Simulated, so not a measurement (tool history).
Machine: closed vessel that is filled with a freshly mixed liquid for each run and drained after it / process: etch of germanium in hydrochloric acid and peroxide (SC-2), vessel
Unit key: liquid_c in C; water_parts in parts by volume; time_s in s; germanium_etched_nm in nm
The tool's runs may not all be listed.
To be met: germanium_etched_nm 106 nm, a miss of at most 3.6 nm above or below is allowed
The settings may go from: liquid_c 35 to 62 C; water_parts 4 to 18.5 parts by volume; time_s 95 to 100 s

Run 1, hour 0: liquid_c 46 C, water_parts 10.5 parts by volume, time_s 95 s. Result: germanium_etched_nm 132.02 nm.
Run 2, hour 7.4: liquid_c 41 C, water_parts 10.5 parts by volume, time_s 95 s. Result: germanium_etched_nm 112.93 nm.
Run 3, hour 10.6: liquid_c 41 C, water_parts 10.5 parts by volume, time_s 95 s. Result: germanium_etched_nm 113.57 nm.
Run 4, hour 13.2: liquid_c 44 C, water_parts 10.5 parts by volume, time_s 95 s. Result: germanium_etched_nm 123.26 nm.
Run 5, hour 14: liquid_c 44 C, water_parts 8 parts by volume, time_s 95 s. Result: germanium_etched_nm 126.18 nm.
Run 6, hour 22.9: liquid_c 44 C, water_parts 8 parts by volume, time_s 100 s. Result: germanium_etched_nm 134.04 nm.
Run 7, hour 28.3: liquid_c 42 C, water_parts 8 parts by volume, time_s 100 s. Result: germanium_etched_nm 124.72 nm.
Run 8, hour 31.7: liquid_c 41 C, water_parts 8 parts by volume, time_s 100 s. Result: germanium_etched_nm 123.91 nm.
Run 9, hour 39: liquid_c 39.5 C, water_parts 8 parts by volume, time_s 100 s. Result: germanium_etched_nm 115.23 nm.
Run 10, hour 42.1: liquid_c 39 C, water_parts 8 parts by volume, time_s 100 s. Result: germanium_etched_nm 114.75 nm.
Run 11, hour 50.5: liquid_c 38.5 C, water_parts 8 parts by volume, time_s 100 s. Result: germanium_etched_nm 112.23 nm.
Run 12, hour 57.4: liquid_c 38 C, water_parts 8 parts by volume, time_s 100 s. Result: germanium_etched_nm 109.04 nm.

Next run, 4 choices. One meets every target within its allowed miss, the rest don't. Which?
Run A, hour 64.3: liquid_c 40 C, water_parts 11 parts by volume, time_s 100 s. Result: germanium_etched_nm ?.
Run B, hour 64.3: liquid_c 38.5 C, water_parts 7.5 parts by volume, time_s 100 s. Result: germanium_etched_nm ?.
Run C, hour 64.3: liquid_c 40.5 C, water_parts 6 parts by volume, time_s 95 s. Result: germanium_etched_nm ?.
Run D, hour 64.3: liquid_c 38 C, water_parts 6 parts by volume, time_s 95 s. Result: germanium_etched_nm ?.

move  germanium_etched_nm
   A               115.12
   B               112.34
   C               115.32
   D                105.8
A: further off than the last run
B: further off than the last run
C: further off than the last run
D: all results land within tolerance of their targets
Answer: D
